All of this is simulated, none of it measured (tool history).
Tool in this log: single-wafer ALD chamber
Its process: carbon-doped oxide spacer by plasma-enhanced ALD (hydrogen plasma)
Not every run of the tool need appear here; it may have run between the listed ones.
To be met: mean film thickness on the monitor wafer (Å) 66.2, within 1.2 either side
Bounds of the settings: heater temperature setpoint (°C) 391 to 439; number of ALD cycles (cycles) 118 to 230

run  hour  heater temperature setpoint (°C)  number of ALD cycles (cycles)  mean film thickness on the monitor wafer (Å)
  1     0                               415                            174                                        79.757
  2   6.3                               419                            167                                        75.571
  3  12.3                               419                            187                                        84.103
  4  14.3                               423                            178                                        79.174
  5  19.9                               426                            171                                        75.144
  6  25.3                               426                            192                                        84.656
  7    31                               436                            164                                        69.456
  8  35.3                               437                            162                                        68.202
  9  43.5                               437                            161                                        67.832
 10  48.7                               437                            160                                        67.957

Which single option among these 4 for the next run brings every result within its allowed miss of target? Just one does.
  A  53.9                               439                            158                                             ?
  B  53.9                               433                            163                                             ?
  C  53.9                               438                            150                                             ?
  D  53.9                               439                            153                                             ?

move  mean film thickness on the monitor wafer (Å)
   A                                          66.4
   B                                        70.111
   C                                        63.285
   D                                        64.299
A: all results land within tolerance of their targets
B: lands further from the targets than the last run did
C: carries the result that was furthest off beyond its target, to the other side
D: carries the result that was furthest off beyond its target, to the other side
Go with A: it meets all targets.
